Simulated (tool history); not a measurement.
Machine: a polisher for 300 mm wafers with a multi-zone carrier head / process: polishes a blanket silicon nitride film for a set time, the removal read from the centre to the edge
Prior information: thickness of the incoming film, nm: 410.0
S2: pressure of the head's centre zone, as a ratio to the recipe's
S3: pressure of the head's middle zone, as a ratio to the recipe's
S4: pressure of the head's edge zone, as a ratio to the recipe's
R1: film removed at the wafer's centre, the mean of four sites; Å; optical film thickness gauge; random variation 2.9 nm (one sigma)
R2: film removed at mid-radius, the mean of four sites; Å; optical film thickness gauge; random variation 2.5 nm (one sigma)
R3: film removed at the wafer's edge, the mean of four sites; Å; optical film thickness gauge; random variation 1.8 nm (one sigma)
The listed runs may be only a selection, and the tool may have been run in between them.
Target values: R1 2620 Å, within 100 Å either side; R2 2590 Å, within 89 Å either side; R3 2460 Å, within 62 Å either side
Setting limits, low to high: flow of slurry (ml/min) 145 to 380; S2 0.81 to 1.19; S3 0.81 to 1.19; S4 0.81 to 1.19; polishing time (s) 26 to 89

{"run": 1, "hour": 0.0, "flow of slurry (ml/min)": 245, "S2": 1, "S3": 1, "S4": 1, "polishing time (s)": 57, "R1": 1623.5, "R2": 1676.5, "R3": 1664.1}
{"run": 2, "hour": 3.7, "flow of slurry (ml/min)": 245, "S2": 1, "S3": 1, "S4": 1.07, "polishing time (s)": 57, "R1": 1611.1, "R2": 1621.8, "R3": 1710.1}
{"run": 3, "hour": 9.0, "flow of slurry (ml/min)": 245, "S2": 1, "S3": 1, "S4": 1.07, "polishing time (s)": 48, "R1": 1360.8, "R2": 1392, "R3": 1450}
{"run": 4, "hour": 15.5, "flow of slurry (ml/min)": 245, "S2": 1, "S3": 0.93, "S4": 1.07, "polishing time (s)": 48, "R1": 1363.2, "R2": 1315.2, "R3": 1442}
{"run": 5, "hour": 23.2, "flow of slurry (ml/min)": 260, "S2": 1.03, "S3": 0.98, "S4": 1.07, "polishing time (s)": 54, "R1": 1606.2, "R2": 1546.2, "R3": 1650.3}
{"run": 6, "hour": 29.4, "flow of slurry (ml/min)": 280, "S2": 1.05, "S3": 1.02, "S4": 1.07, "polishing time (s)": 58, "R1": 1784.8, "R2": 1746.7, "R3": 1787.6}
{"run": 7, "hour": 32.4, "flow of slurry (ml/min)": 280, "S2": 1.05, "S3": 1.02, "S4": 1.07, "polishing time (s)": 58, "R1": 1718.8, "R2": 1725.6, "R3": 1781.2}
{"run": 8, "hour": 36.8, "flow of slurry (ml/min)": 280, "S2": 1.08, "S3": 1.04, "S4": 1.06, "polishing time (s)": 62, "R1": 1926.6, "R2": 1856.2, "R3": 1878.3}
{"run": 9, "hour": 41.1, "flow of slurry (ml/min)": 295, "S2": 1.09, "S3": 1.06, "S4": 1.07, "polishing time (s)": 65, "R1": 2099.4, "R2": 1998.8, "R3": 2009.8}
{"run": 10, "hour": 49.7, "flow of slurry (ml/min)": 305, "S2": 1.09, "S3": 1.08, "S4": 1.08, "polishing time (s)": 67, "R1": 2148.8, "R2": 2081.1, "R3": 2081.1}
{"run": 11, "hour": 58.4, "flow of slurry (ml/min)": 315, "S2": 1.1, "S3": 1.1, "S4": 1.08, "polishing time (s)": 69, "R1": 2205.2, "R2": 2218.9, "R3": 2139.4}
{"run": 12, "hour": 61.9, "flow of slurry (ml/min)": 320, "S2": 1.11, "S3": 1.11, "S4": 1.09, "polishing time (s)": 71, "R1": 2293.3, "R2": 2245.9, "R3": 2221.3}
{"run": 13, "hour": 68.7, "flow of slurry (ml/min)": 325, "S2": 1.12, "S3": 1.12, "S4": 1.09, "polishing time (s)": 72, "R1": 2348.9, "R2": 2328.1, "R3": 2208}
{"run": 14, "hour": 75.9, "flow of slurry (ml/min)": 325, "S2": 1.12, "S3": 1.12, "S4": 1.09, "polishing time (s)": 72, "R1": 2397.4, "R2": 2338.9, "R3": 2243.9}
{"run": 15, "hour": 78.9, "flow of slurry (ml/min)": 330, "S2": 1.12, "S3": 1.13, "S4": 1.1, "polishing time (s)": 73, "R1": 2424.5, "R2": 2416.3, "R3": 2300}

5 next moves are on the table. One of them brings every result within its allowed miss. Which?
{"run": "A", "hour": 81.9, "flow of slurry (ml/min)": 315, "S2": 0.95, "S3": 1.13, "S4": 1.17, "polishing time (s)": 79, "R1": "?", "R2": "?", "R3": "?"}
{"run": "B", "hour": 81.9, "flow of slurry (ml/min)": 320, "S2": 1.12, "S3": 1.03, "S4": 1.16, "polishing time (s)": 73, "R1": "?", "R2": "?", "R3": "?"}
{"run": "C", "hour": 81.9, "flow of slurry (ml/min)": 235, "S2": 1.13, "S3": 1.09, "S4": 1.15, "polishing time (s)": 71, "R1": "?", "R2": "?", "R3": "?"}
{"run": "D", "hour": 81.9, "flow of slurry (ml/min)": 230, "S2": 1.04, "S3": 1.19, "S4": 1.12, "polishing time (s)": 78, "R1": "?", "R2": "?", "R3": "?"}
{"run": "E", "hour": 81.9, "flow of slurry (ml/min)": 345, "S2": 1.09, "S3": 1.1, "S4": 1.03, "polishing time (s)": 81, "R1": "?", "R2": "?", "R3": "?"}

move=A R1=2187.7 R2=2577.6 R3=2528.2
move=B R1=2389.3 R2=2229.1 R3=2331.4
move=C R1=2248.5 R2=2173.9 R3=2192.6
move=D R1=2265.7 R2=2541 R3=2368.4
move=E R1=2603.1 R2=2614.8 R3=2448.9
A: takes the biggest miss from the last run beyond its target
B: further off than the last run
C: further off than the last run
D: further off than the last run
E: all results in spec
E meets every target.

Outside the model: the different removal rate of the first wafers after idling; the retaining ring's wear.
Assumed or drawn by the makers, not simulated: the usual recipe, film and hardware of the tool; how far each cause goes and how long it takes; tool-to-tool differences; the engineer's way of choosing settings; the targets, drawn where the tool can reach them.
